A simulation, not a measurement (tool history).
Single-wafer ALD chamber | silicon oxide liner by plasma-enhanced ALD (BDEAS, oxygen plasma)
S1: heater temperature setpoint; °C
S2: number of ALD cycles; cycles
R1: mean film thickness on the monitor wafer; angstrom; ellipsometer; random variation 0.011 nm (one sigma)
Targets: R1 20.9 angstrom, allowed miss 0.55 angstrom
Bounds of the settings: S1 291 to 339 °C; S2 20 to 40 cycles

{"run": 1, "day": 0.0, "S1": 315, "S2": 30, "R1": 27.84}
{"run": 2, "day": 0.088, "S1": 324, "S2": 30, "R1": 27.356}
{"run": 3, "day": 0.275, "S1": 325, "S2": 29, "R1": 26.209}
{"run": 4, "day": 0.358, "S1": 326, "S2": 28, "R1": 25.342}
{"run": 5, "day": 0.692, "S1": 326, "S2": 27, "R1": 24.442}
{"run": 6, "day": 0.796, "S1": 326, "S2": 29, "R1": 26.259}
{"run": 7, "day": 1.004, "S1": 326, "S2": 28, "R1": 25.278}
{"run": 8, "day": 1.154, "S1": 326, "S2": 27, "R1": 24.511}
{"run": 9, "day": 1.525, "S1": 326, "S2": 26, "R1": 23.734}
{"run": 10, "day": 1.567, "S1": 328, "S2": 24, "R1": 21.62}
{"run": 11, "day": 1.717, "S1": 329, "S2": 24, "R1": 21.775}

4 next moves are on the table. One of them brings every result within its allowed miss. Which?
{"run": "A", "day": 1.867, "S1": 330, "S2": 22, "R1": "?"}
{"run": "B", "day": 1.867, "S1": 323, "S2": 23, "R1": "?"}
{"run": "C", "day": 1.867, "S1": 335, "S2": 22, "R1": "?"}
{"run": "D", "day": 1.867, "S1": 339, "S2": 22, "R1": "?"}

move=A R1=19.64
move=B R1=20.772
move=C R1=19.476
move=D R1=19.345
A: takes the result that was furthest off past its target
B: meets every target
C: takes the result that was furthest off past its target
D: takes the result that was furthest off past its target
The right move is B.
